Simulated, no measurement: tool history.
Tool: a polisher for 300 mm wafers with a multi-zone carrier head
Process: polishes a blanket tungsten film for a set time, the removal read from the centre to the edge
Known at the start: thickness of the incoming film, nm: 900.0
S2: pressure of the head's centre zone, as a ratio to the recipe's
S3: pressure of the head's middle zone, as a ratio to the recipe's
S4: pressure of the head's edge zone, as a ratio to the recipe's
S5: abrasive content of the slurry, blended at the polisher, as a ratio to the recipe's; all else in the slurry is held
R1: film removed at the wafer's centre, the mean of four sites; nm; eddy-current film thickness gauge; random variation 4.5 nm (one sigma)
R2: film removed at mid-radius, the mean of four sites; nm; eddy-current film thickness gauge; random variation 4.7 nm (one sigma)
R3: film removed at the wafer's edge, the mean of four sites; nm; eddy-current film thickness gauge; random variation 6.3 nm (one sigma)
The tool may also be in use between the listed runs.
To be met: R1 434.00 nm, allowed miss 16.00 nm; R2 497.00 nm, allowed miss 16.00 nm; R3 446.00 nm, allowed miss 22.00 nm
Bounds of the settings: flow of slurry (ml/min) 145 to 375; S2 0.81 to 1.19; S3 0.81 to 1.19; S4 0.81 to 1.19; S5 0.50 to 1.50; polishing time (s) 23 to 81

run 1 hour=0.0 | flow_of_slurry_(ml/min)=240 S2=1.00 S3=1.00 S4=1.00 S5=1.00 polishing_time_(s)=52 | R1=359.27 R2=358.02 R3=346.41
run 2 hour=5.5 | flow_of_slurry_(ml/min)=245 S2=1.00 S3=1.04 S4=1.03 S5=1.15 polishing_time_(s)=53 | R1=376.17 R2=391.16 R3=366.52
run 3 hour=11.2 | flow_of_slurry_(ml/min)=245 S2=0.94 S3=1.04 S4=1.03 S5=1.15 polishing_time_(s)=53 | R1=351.78 R2=392.20 R3=367.39
run 4 hour=13.6 | flow_of_slurry_(ml/min)=250 S2=0.95 S3=1.06 S4=1.05 S5=1.25 polishing_time_(s)=54 | R1=368.04 R2=412.23 R3=391.48
run 5 hour=22.6 | flow_of_slurry_(ml/min)=260 S2=0.97 S3=1.09 S4=1.06 S5=1.30 polishing_time_(s)=54 | R1=380.28 R2=432.84 R3=398.24
run 6 hour=28.1 | flow_of_slurry_(ml/min)=270 S2=0.99 S3=1.11 S4=1.08 S5=1.35 polishing_time_(s)=54 | R1=398.56 R2=441.83 R3=410.02
run 7 hour=35.0 | flow_of_slurry_(ml/min)=275 S2=1.00 S3=1.13 S4=1.09 S5=1.40 polishing_time_(s)=54 | R1=399.29 R2=457.96 R3=408.83
run 8 hour=36.9 | flow_of_slurry_(ml/min)=275 S2=1.00 S3=1.13 S4=1.09 S5=1.40 polishing_time_(s)=54 | R1=400.08 R2=458.10 R3=422.20
run 9 hour=43.3 | flow_of_slurry_(ml/min)=280 S2=1.01 S3=1.14 S4=1.09 S5=1.40 polishing_time_(s)=54 | R1=408.01 R2=457.76 R3=413.95
run 10 hour=52.1 | flow_of_slurry_(ml/min)=285 S2=1.01 S3=1.15 S4=1.10 S5=1.45 polishing_time_(s)=54 | R1=423.00 R2=468.67 R3=422.44
run 11 hour=59.0 | flow_of_slurry_(ml/min)=285 S2=1.01 S3=1.15 S4=1.10 S5=1.45 polishing_time_(s)=54 | R1=410.71 R2=471.00 R3=408.75
run 12 hour=66.5 | flow_of_slurry_(ml/min)=280 S2=1.01 S3=1.15 S4=1.11 S5=1.45 polishing_time_(s)=55 | R1=419.62 R2=470.08 R3=431.29
run 13 hour=70.3 | flow_of_slurry_(ml/min)=280 S2=1.01 S3=1.15 S4=1.11 S5=1.45 polishing_time_(s)=55 | R1=421.92 R2=473.55 R3=430.75
run 14 hour=76.5 | flow_of_slurry_(ml/min)=285 S2=1.01 S3=1.16 S4=1.12 S5=1.45 polishing_time_(s)=55 | R1=420.53 R2=478.56 R3=419.88
run 15 hour=77.1 | flow_of_slurry_(ml/min)=285 S2=1.01 S3=1.16 S4=1.11 S5=1.45 polishing_time_(s)=55 | R1=417.59 R2=475.47 R3=427.34

Which of these 4 next moves meets every target?
run A hour=77.7 | flow_of_slurry_(ml/min)=255 S2=0.97 S3=1.12 S4=1.05 S5=1.40 polishing_time_(s)=60 | R1=? R2=? R3=?
run B hour=77.7 | flow_of_slurry_(ml/min)=255 S2=0.95 S3=1.08 S4=1.13 S5=1.35 polishing_time_(s)=56 | R1=? R2=? R3=?
run C hour=77.7 | flow_of_slurry_(ml/min)=255 S2=1.01 S3=1.09 S4=1.06 S5=1.05 polishing_time_(s)=67 | R1=? R2=? R3=?
run D hour=77.7 | flow_of_slurry_(ml/min)=240 S2=0.89 S3=1.11 S4=1.19 S5=1.50 polishing_time_(s)=61 | R1=? R2=? R3=?

move=A R1=429.19 R2=496.39 R3=449.56
move=B R1=389.04 R2=445.52 R3=432.17
move=C R1=469.34 R2=509.16 R3=474.50
move=D R1=403.32 R2=505.35 R3=492.35
A: meets every target
B: further off than the last run
C: brings the result that was furthest off to its target, and leaves another outside
D: brings the result that was furthest off to its target, and leaves another outside
Answer: A
